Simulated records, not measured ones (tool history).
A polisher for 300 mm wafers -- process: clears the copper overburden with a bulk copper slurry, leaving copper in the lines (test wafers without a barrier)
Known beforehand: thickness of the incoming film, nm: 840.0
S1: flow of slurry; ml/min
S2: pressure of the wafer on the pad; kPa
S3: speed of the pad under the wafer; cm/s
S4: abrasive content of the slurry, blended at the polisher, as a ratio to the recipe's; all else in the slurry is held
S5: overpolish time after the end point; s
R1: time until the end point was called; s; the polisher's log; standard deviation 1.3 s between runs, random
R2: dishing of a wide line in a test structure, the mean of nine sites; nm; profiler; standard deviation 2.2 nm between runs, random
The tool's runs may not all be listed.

run	day	S1	S2	S3	S4	S5	R1	R2
1	0.000	125	22.8	102	1.0	20	64.991	120.420
2	0.058	125	25.5	102	1.0	20	60.782	130.100
3	0.371	125	22.1	100	1.0	20	68.983	117.750
4	0.429	125	22.1	124	1.0	20	55.274	136.820
5	0.575	125	22.1	110	1.0	20	62.296	121.670
6	0.862	120	19.3	108	1.0	21	74.525	112.990
7	0.992	115	18.6	108	1.0	20	77.220	106.290
8	1.142	110	17.9	108	1.0	20	80.599	106.450

Run 9, settings as shown, results not yet in. Your forecast:
9	1.462	105	17.2	108	1.0	19	?	?

R1: 86.338 s
R2: 97.274 nm
